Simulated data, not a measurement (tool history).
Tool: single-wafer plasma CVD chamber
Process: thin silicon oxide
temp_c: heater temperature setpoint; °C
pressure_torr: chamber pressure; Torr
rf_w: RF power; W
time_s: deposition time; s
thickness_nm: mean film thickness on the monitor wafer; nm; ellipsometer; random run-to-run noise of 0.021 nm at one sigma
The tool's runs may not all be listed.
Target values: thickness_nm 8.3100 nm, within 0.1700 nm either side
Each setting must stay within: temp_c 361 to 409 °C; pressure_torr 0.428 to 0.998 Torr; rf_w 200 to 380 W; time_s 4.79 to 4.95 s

{"run": 1, "hour": 0.0, "temp_c": 385, "pressure_torr": 0.713, "rf_w": 290, "time_s": 4.79, "thickness_nm": 7.3086}
{"run": 2, "hour": 6.9, "temp_c": 378, "pressure_torr": 0.713, "rf_w": 290, "time_s": 4.79, "thickness_nm": 7.3448}
{"run": 3, "hour": 13.1, "temp_c": 384, "pressure_torr": 0.713, "rf_w": 290, "time_s": 4.79, "thickness_nm": 7.3148}
{"run": 4, "hour": 20.9, "temp_c": 384, "pressure_torr": 0.713, "rf_w": 290, "time_s": 4.95, "thickness_nm": 7.5317}
{"run": 5, "hour": 23.4, "temp_c": 384, "pressure_torr": 0.726, "rf_w": 290, "time_s": 4.95, "thickness_nm": 7.6535}
{"run": 6, "hour": 30.9, "temp_c": 384, "pressure_torr": 0.738, "rf_w": 290, "time_s": 4.95, "thickness_nm": 7.8184}
{"run": 7, "hour": 36.8, "temp_c": 384, "pressure_torr": 0.738, "rf_w": 290, "time_s": 4.95, "thickness_nm": 7.7984}
{"run": 8, "hour": 43.1, "temp_c": 384, "pressure_torr": 0.747, "rf_w": 290, "time_s": 4.95, "thickness_nm": 7.8845}
{"run": 9, "hour": 50.7, "temp_c": 384, "pressure_torr": 0.755, "rf_w": 290, "time_s": 4.95, "thickness_nm": 7.961}
{"run": 10, "hour": 56.0, "temp_c": 384, "pressure_torr": 0.761, "rf_w": 290, "time_s": 4.95, "thickness_nm": 8.0651}
{"run": 11, "hour": 64.7, "temp_c": 384, "pressure_torr": 0.765, "rf_w": 290, "time_s": 4.95, "thickness_nm": 8.0779}
{"run": 12, "hour": 67.8, "temp_c": 384, "pressure_torr": 0.765, "rf_w": 290, "time_s": 4.95, "thickness_nm": 8.0907}
{"run": 13, "hour": 73.8, "temp_c": 384, "pressure_torr": 0.769, "rf_w": 290, "time_s": 4.95, "thickness_nm": 8.1354}
{"run": 14, "hour": 81.4, "temp_c": 384, "pressure_torr": 0.772, "rf_w": 290, "time_s": 4.95, "thickness_nm": 8.1138}

Next run, 4 choices. One meets every target within its allowed miss, the rest don't. Which?
{"run": "A", "hour": 89.0, "temp_c": 394, "pressure_torr": 0.767, "rf_w": 275, "time_s": 4.95, "thickness_nm": "?"}
{"run": "B", "hour": 89.0, "temp_c": 384, "pressure_torr": 0.717, "rf_w": 355, "time_s": 4.95, "thickness_nm": "?"}
{"run": "C", "hour": 89.0, "temp_c": 386, "pressure_torr": 0.808, "rf_w": 300, "time_s": 4.95, "thickness_nm": "?"}
{"run": "D", "hour": 89.0, "temp_c": 376, "pressure_torr": 0.846, "rf_w": 280, "time_s": 4.95, "thickness_nm": "?"}

move=A thickness_nm=7.8262
move=B thickness_nm=8.2660
move=C thickness_nm=8.5843
move=D thickness_nm=8.7123
A: its largest miss is bigger than the last run's
B: meets every target
C: pushes the last run's worst result past its target
D: pushes the last run's worst result past its target
The right move is B.

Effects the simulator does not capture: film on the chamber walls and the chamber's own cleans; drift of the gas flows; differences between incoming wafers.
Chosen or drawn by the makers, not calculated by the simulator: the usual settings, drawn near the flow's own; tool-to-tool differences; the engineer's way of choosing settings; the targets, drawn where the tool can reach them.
